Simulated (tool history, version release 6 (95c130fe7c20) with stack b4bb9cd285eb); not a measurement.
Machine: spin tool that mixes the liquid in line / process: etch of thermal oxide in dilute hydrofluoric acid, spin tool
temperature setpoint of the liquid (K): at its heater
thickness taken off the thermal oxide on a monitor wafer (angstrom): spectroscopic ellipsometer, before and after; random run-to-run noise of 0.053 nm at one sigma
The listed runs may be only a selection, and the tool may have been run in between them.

| run | hour | temperature setpoint of the liquid (K) | parts of water to one part of 49 % hydrofluoric acid (parts by volume) | time under the liquid (s) | thickness taken off the thermal oxide on a monitor wafer (angstrom) |
|---|---|---|---|---|---|
| 1 | 0.0 | 297.15 | 160 | 280 | 80.618 |
| 2 | 2.9 | 294.65 | 160 | 280 | 72.476 |
| 3 | 6.5 | 293.65 | 160 | 280 | 70.545 |
| 4 | 12.5 | 292.65 | 160 | 280 | 68.151 |
| 5 | 15.7 | 292.15 | 160 | 280 | 66.741 |
| 6 | 21.3 | 292.15 | 160 | 300 | 71.115 |
| 7 | 26.5 | 291.65 | 165 | 300 | 68.230 |

Run 8 is up next; what results do you expect?
| 8 | 31.2 | 291.15 | 165 | 300 | ? |

{"run 8": {"thickness taken off the thermal oxide on a monitor wafer (angstrom)": 66.364}}
